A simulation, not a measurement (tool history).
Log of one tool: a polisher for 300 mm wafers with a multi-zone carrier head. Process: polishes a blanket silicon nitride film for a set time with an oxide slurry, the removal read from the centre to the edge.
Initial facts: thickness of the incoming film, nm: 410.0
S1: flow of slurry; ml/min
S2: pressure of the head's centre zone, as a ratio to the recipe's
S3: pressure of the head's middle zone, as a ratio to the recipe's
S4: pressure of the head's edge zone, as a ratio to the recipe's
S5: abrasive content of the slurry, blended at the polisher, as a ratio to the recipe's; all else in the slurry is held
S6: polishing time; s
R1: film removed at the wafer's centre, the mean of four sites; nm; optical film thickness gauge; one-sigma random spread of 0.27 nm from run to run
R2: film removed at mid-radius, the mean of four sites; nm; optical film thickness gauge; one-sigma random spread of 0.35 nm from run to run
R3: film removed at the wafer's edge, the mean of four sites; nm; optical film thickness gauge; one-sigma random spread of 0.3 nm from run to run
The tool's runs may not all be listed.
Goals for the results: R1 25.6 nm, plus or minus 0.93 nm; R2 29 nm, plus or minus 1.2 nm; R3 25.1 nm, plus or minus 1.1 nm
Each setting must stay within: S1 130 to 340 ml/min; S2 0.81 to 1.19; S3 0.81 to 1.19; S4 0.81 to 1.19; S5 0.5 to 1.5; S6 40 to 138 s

run	hour	S1	S2	S3	S4	S5	S6	R1	R2	R3
1	0	220	1	1	1	1	88	56.32	54.68	53.375
2	2.2	215	0.97	1.01	0.96	0.85	78	44.383	46.403	42.19
3	10	210	0.95	0.99	0.93	0.75	72	36.961	38.103	35.539
4	11.5	210	0.95	0.99	0.93	0.6	72	31.602	32.13	30.995
5	20.4	210	1.02	0.99	0.93	0.6	72	33.851	32.39	29.451
6	25.9	205	0.99	1	0.91	0.55	70	28.749	29.701	26.555
7	28.1	190	0.98	1.01	0.91	0.55	70	28.568	29.309	26.964
8	32.7	180	0.98	1.03	0.9	0.55	70	28.298	29.518	26.435
9	40.2	170	0.97	1.04	0.89	0.55	70	27.75	29.299	25.973
# hour 44.8: edge zone pressure recalibrated
10	44.8	165	0.96	1.05	0.88	0.55	70	27.345	29.929	27.087
11	47.6	160	0.96	1.06	0.87	0.55	70	27.216	29.631	26.554
12	52.1	160	0.96	1.06	0.87	0.55	70	27.335	29.622	26.128
13	53.6	155	0.95	1.07	0.86	0.55	70	26.514	29.867	26.58
14	59.9	150	0.95	1.07	0.85	0.55	70	26.882	29.702	25.997
15	64.6	145	0.91	1.07	0.82	0.5	70	23.27	27.253	24.028
16	71.2	155	0.92	1.07	0.83	0.5	70	24.17	27.07	24.366
17	76	160	0.93	1.08	0.84	0.5	70	24.619	27.164	23.671
18	78	165	0.91	1.09	0.84	0.65	71	30.374	35.206	30.415
19	82.2	165	0.91	1.09	0.83	0.6	71	27.713	33.011	28.469
20	85.9	165	0.92	1.08	0.83	0.6	71	29.287	32.776	28.326
21	91.9	160	0.92	1.08	0.83	0.6	71	28.44	32.99	28.839
22	100	165	0.92	1.08	0.84	0.55	71	27.033	30.58	26.634
23	100.9	160	0.92	1.08	0.83	0.55	71	26.723	30.383	26.821
24	104.9	175	0.93	1.09	0.82	0.5	67	23.97	26.832	23.376
25	112.3	180	0.93	1.1	0.84	0.5	67	23.894	27.312	22.956
26	117.1	175	0.93	1.09	0.84	0.5	67	23.741	26.544	23.7
27	122.1	170	0.93	1.1	0.84	0.5	67	23.188	26.512	23.319
28	123	170	0.93	1.1	0.84	0.5	67	23.335	27.331	23.625
29	123.6	210	0.98	1.12	0.9	0.55	67	27.743	30.853	26.499

Which of these 4 next moves meets every target?
A	124.2	235	0.95	1.11	0.89	0.5	69	?	?	?
B	124.2	285	0.97	0.95	1.03	0.5	73	?	?	?
C	124.2	170	0.86	1.01	1.12	0.8	53	?	?	?
D	124.2	170	0.99	1.1	0.99	0.65	61	?	?	?

move	R1	R2	R3
A	25.44	29.361	25.152
B	28.039	27.735	28.838
C	24.466	28.962	30.135
D	28.094	30.996	28.313
A: all results land within tolerance of their targets
B: misses by more than the last run did
C: takes the biggest miss from the last run beyond its target
D: misses by more than the last run did
Correct choice: A, which meets every target
